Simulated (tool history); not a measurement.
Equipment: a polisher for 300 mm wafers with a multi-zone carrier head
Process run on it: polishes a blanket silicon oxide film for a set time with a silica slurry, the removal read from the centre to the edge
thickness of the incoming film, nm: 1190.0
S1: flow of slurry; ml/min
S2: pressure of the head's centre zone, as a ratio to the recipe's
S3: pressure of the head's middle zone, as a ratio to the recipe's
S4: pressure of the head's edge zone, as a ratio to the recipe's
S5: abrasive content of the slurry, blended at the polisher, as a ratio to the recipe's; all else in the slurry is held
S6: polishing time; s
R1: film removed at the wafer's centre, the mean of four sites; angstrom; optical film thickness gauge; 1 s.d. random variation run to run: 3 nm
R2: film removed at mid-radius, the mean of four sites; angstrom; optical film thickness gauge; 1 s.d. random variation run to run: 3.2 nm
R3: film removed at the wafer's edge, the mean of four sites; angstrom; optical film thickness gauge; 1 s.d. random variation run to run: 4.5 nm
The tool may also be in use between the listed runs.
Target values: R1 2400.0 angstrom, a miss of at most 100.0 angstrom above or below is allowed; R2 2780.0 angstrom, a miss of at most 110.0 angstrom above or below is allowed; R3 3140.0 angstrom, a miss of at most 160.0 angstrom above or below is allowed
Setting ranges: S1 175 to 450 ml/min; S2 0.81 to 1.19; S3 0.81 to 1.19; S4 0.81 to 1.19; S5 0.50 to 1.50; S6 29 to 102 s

run,day,S1,S2,S3,S4,S5,S6,R1,R2,R3
1,0.000,290,1.00,1.00,1.00,1.00,65,2154.1,2234.5,2334.8
2,0.242,290,1.00,1.00,0.93,1.00,65,2232.2,2287.7,2240.0
3,0.312,290,0.95,1.00,0.93,1.00,65,2034.5,2226.0,2217.4
4,0.508,320,0.95,1.00,0.93,1.00,65,2128.1,2218.2,2241.5
5,0.688,320,0.95,1.00,0.93,1.10,65,2226.5,2356.5,2298.3
6,0.808,320,0.95,1.00,0.88,1.10,65,2198.8,2302.9,2235.4
7,0.888,305,0.93,0.98,0.94,1.20,66,2241.3,2465.1,2487.0
8,0.912,300,0.93,0.97,0.98,1.25,66,2299.2,2507.0,2516.4
9,0.958,300,0.93,0.97,0.98,1.25,66,2243.5,2450.3,2552.9
10,0.979,295,0.93,0.97,1.01,1.30,66,2268.0,2482.3,2589.4

Next run, 4 choices. One meets every target within its allowed miss, the rest don't. Which?
A,1.000,345,1.09,1.03,0.86,1.40,56,?,?,?
B,1.000,300,0.86,0.94,1.11,1.35,74,?,?,?
C,1.000,280,0.81,0.81,1.18,1.25,80,?,?,?
D,1.000,290,0.97,1.19,0.81,1.50,58,?,?,?

move,R1,R2,R3
A,2319.3,2341.6,2146.9
B,2354.1,2810.4,3104.7
C,2314.2,2614.1,3351.1
D,2157.5,2762.6,2196.5
A: lands further from the targets than the last run did
B: hits every target within its allowed miss
C: takes the biggest miss from the last run beyond its target
D: lands further from the targets than the last run did
B is the move that brings every result within its allowed miss.
